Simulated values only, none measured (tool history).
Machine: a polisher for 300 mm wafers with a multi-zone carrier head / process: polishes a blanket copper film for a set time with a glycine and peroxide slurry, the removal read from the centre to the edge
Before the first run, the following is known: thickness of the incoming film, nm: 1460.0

| run | hour | flow of slurry (ml/min) | pressure of the head's centre zone | pressure of the head's middle zone | pressure of the head's edge zone | polishing time (s) | film removed at the wafer's centre (Å) | film removed at mid-radius (Å) | film removed at the wafer's edge (Å) |
|---|---|---|---|---|---|---|---|---|---|
| 1 | 0.0 | 170 | 1.00 | 1.00 | 1.00 | 64 | 5109.3 | 5243.1 | 4870.9 |
| 2 | 4.0 | 170 | 0.92 | 1.00 | 1.00 | 64 | 4726.1 | 5216.2 | 5111.3 |
| 3 | 5.9 | 170 | 0.92 | 1.00 | 1.00 | 70 | 5174.5 | 5699.3 | 5523.3 |
| 4 | 13.2 | 185 | 0.95 | 0.99 | 1.02 | 70 | 5391.8 | 5748.2 | 5588.5 |
| 5 | 15.8 | 195 | 0.98 | 0.98 | 1.04 | 71 | 5731.3 | 5892.5 | 5762.2 |
| 6 | 17.5 | 195 | 0.98 | 0.98 | 1.10 | 71 | 5757.9 | 5785.9 | 5766.8 |
| 7 | 23.7 | 205 | 1.00 | 0.97 | 1.11 | 71 | 5941.0 | 5843.1 | 5906.1 |

Run 8 comes next. What will it give?
| 8 | 26.3 | 215 | 1.02 | 0.96 | 1.11 | 71 | ? | ? | ? |

Run 8 produced film removed at the wafer's centre (Å) 6029.7, film removed at mid-radius (Å) 5797.7, film removed at the wafer's edge (Å) 5908.5.
